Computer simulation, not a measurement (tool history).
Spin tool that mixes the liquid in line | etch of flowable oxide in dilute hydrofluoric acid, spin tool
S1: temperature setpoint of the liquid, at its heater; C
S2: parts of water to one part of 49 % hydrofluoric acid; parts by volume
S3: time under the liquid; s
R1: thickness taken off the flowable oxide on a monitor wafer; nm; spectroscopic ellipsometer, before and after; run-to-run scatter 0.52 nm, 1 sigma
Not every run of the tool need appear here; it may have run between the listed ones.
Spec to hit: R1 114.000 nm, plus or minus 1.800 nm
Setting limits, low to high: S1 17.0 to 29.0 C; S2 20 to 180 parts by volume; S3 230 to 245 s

run,hour,S1,S2,S3,R1
1,0.0,21.0,100,230,87.942
2,4.2,18.0,100,230,77.550
3,12.8,18.0,100,245,81.661
4,15.7,18.0,100,230,77.465
5,16.6,19.0,100,230,80.560
6,20.8,20.0,100,230,83.878
7,26.5,20.5,100,230,85.681
8,28.3,21.0,100,230,87.815
9,30.2,21.5,100,230,89.254
10,37.2,25.5,100,230,104.710

Which one of the following 4 next-run settings gets every result inside its allowed miss? There is exactly one.
A,44.2,23.0,90,245,?
B,44.2,26.0,115,235,?
C,44.2,25.5,90,230,?
D,44.2,24.0,90,245,?

move,R1
A,114.030
B,93.390
C,118.250
D,118.690
A: in spec on every target
B: further off than the last run
C: the result that was furthest off in the last run now lies on the other side of its target
D: the result that was furthest off in the last run now lies on the other side of its target
Answer: A
